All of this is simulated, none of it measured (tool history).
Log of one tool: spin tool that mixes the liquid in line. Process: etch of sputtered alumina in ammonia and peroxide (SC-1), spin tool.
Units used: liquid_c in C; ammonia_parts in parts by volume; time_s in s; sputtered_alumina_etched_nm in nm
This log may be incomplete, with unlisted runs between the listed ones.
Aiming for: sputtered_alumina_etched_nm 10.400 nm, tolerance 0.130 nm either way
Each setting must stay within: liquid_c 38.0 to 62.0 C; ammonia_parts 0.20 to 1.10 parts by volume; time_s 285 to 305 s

Run 1, hour 0.0: liquid_c 46.0 C, ammonia_parts 0.60 parts by volume, time_s 285 s. Result: sputtered_alumina_etched_nm 12.048 nm.
Run 2, hour 1.6: liquid_c 45.5 C, ammonia_parts 0.60 parts by volume, time_s 285 s. Result: sputtered_alumina_etched_nm 11.683 nm.
Run 3, hour 9.8: liquid_c 45.5 C, ammonia_parts 0.70 parts by volume, time_s 285 s. Result: sputtered_alumina_etched_nm 11.870 nm.
Run 4, hour 11.5: liquid_c 45.5 C, ammonia_parts 0.70 parts by volume, time_s 305 s. Result: sputtered_alumina_etched_nm 12.691 nm.
Run 5, hour 15.9: liquid_c 44.5 C, ammonia_parts 0.70 parts by volume, time_s 305 s. Result: sputtered_alumina_etched_nm 12.010 nm.
Run 6, hour 17.3: liquid_c 44.0 C, ammonia_parts 0.70 parts by volume, time_s 305 s. Result: sputtered_alumina_etched_nm 11.665 nm.
Run 7, hour 23.5: liquid_c 43.5 C, ammonia_parts 0.70 parts by volume, time_s 305 s. Result: sputtered_alumina_etched_nm 11.290 nm.
Run 8, hour 24.8: liquid_c 43.0 C, ammonia_parts 0.70 parts by volume, time_s 305 s. Result: sputtered_alumina_etched_nm 11.023 nm.

Of the 5 settings listed for the next run, only one would bring every result within its allowed miss of target. Which one?
Run A, hour 26.1: liquid_c 44.0 C, ammonia_parts 0.65 parts by volume, time_s 285 s. Result: sputtered_alumina_etched_nm ?.
Run B, hour 26.1: liquid_c 43.0 C, ammonia_parts 0.50 parts by volume, time_s 305 s. Result: sputtered_alumina_etched_nm ?.
Run C, hour 26.1: liquid_c 42.0 C, ammonia_parts 0.70 parts by volume, time_s 305 s. Result: sputtered_alumina_etched_nm ?.
Run D, hour 26.1: liquid_c 46.0 C, ammonia_parts 0.70 parts by volume, time_s 285 s. Result: sputtered_alumina_etched_nm ?.
Run E, hour 26.1: liquid_c 43.5 C, ammonia_parts 0.60 parts by volume, time_s 305 s. Result: sputtered_alumina_etched_nm ?.

move  sputtered_alumina_etched_nm
   A                       10.744
   B                       10.586
   C                       10.317
   D                       12.126
   E                       11.088
A: closes in on the targets versus the last run, not all within tolerance yet
B: closes in on the targets versus the last run, not all within tolerance yet
C: all results land within tolerance of their targets
D: its largest miss is bigger than the last run's
E: its largest miss is bigger than the last run's
Correct choice: C, which meets every target
